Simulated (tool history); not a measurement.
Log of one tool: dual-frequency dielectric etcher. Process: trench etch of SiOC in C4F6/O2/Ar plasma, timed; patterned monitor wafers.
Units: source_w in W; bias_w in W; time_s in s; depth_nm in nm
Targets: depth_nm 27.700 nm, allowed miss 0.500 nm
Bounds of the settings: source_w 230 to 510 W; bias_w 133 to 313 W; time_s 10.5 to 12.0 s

run,hour,source_w,bias_w,time_s,depth_nm
1,0.0,370,223,12.0,25.479
2,4.3,390,225,12.0,25.925
3,10.6,400,227,12.0,26.252
4,13.3,400,227,10.5,22.953
5,18.4,400,211,10.5,22.168
6,19.7,410,226,10.5,23.098
7,25.2,410,243,10.5,23.365
8,28.9,420,256,11.0,25.157
9,30.3,430,266,11.0,25.755
10,33.0,440,273,11.0,25.920
11,35.5,440,273,11.0,26.073
12,44.4,450,278,11.0,26.392

Which of these 5 next moves meets every target?
A,53.3,450,291,10.5,?
B,53.3,490,267,11.5,?
C,53.3,420,262,11.0,?
D,53.3,470,228,11.0,?
E,53.3,430,304,10.5,?

move,depth_nm
A,25.719
B,27.998
C,25.527
D,25.125
E,25.797
A: further off than the last run
B: meets every target
C: further off than the last run
D: further off than the last run
E: further off than the last run
Answer: B
